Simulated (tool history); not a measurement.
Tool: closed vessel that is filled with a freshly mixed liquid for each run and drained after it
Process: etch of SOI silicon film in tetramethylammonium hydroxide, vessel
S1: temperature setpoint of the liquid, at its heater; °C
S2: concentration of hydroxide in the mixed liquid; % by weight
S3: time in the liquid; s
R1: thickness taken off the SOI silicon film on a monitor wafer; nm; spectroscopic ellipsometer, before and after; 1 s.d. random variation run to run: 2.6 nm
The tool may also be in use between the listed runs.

run 1 hour=0 | S1=70 S2=8.5 S3=30 | R1=218.28
run 2 hour=4.6 | S1=64.5 S2=8.5 S3=30 | R1=159.66
run 3 hour=9.6 | S1=64.5 S2=8.5 S3=30 | R1=156.01
run 4 hour=13 | S1=64.5 S2=9.5 S3=30 | R1=149.56
run 5 hour=16.3 | S1=64.5 S2=8.5 S3=30 | R1=158.64
run 6 hour=25.5 | S1=64.5 S2=8.5 S3=30 | R1=158.6
run 7 hour=26.6 | S1=66 S2=8.5 S3=30 | R1=170.17
run 8 hour=34.2 | S1=67 S2=8.5 S3=30 | R1=182.7

What does the tool deliver on the next run?
run 9 hour=42.8 | S1=68 S2=8.5 S3=30 | R1=?

R1: 195.93 nm
